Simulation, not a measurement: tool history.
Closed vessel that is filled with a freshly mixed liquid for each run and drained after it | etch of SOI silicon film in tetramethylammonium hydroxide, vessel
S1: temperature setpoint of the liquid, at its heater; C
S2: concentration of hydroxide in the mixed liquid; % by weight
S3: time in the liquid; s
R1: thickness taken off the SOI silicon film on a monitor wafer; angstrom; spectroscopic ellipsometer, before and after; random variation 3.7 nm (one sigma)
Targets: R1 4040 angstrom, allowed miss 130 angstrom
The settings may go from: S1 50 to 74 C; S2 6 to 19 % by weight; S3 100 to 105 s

{"run": 1, "hour": 0.0, "S1": 61, "S2": 12.5, "S3": 100, "R1": 3255.8}
{"run": 2, "hour": 9.2, "S1": 62, "S2": 12.5, "S3": 100, "R1": 3486.4}
{"run": 3, "hour": 14.3, "S1": 57, "S2": 12.5, "S3": 100, "R1": 2533.3}
{"run": 4, "hour": 23.5, "S1": 52.5, "S2": 12.5, "S3": 100, "R1": 1897.8}
{"run": 5, "hour": 28.2, "S1": 52.5, "S2": 12.5, "S3": 100, "R1": 1889.6}
{"run": 6, "hour": 30.0, "S1": 52.5, "S2": 12.5, "S3": 100, "R1": 1889}
{"run": 7, "hour": 32.6, "S1": 59, "S2": 12, "S3": 100, "R1": 2912.2}
{"run": 8, "hour": 36.8, "S1": 60.5, "S2": 12, "S3": 100, "R1": 3236.6}

5 next moves are on the table. One of them brings every result within its allowed miss. Which?
{"run": "A", "hour": 41.0, "S1": 64.5, "S2": 11.5, "S3": 105, "R1": "?"}
{"run": "B", "hour": 41.0, "S1": 66.5, "S2": 15.5, "S3": 105, "R1": "?"}
{"run": "C", "hour": 41.0, "S1": 63.5, "S2": 10.5, "S3": 105, "R1": "?"}
{"run": "D", "hour": 41.0, "S1": 63.5, "S2": 12.5, "S3": 105, "R1": "?"}
{"run": "E", "hour": 41.0, "S1": 64.5, "S2": 11, "S3": 100, "R1": "?"}

move=A R1=4450.9
move=B R1=4389.6
move=C R1=4327.6
move=D R1=4048.9
move=E R1=4309.4
A: takes the result that was furthest off past its target
B: takes the result that was furthest off past its target
C: takes the result that was furthest off past its target
D: meets every target
E: takes the result that was furthest off past its target
The right move is D.

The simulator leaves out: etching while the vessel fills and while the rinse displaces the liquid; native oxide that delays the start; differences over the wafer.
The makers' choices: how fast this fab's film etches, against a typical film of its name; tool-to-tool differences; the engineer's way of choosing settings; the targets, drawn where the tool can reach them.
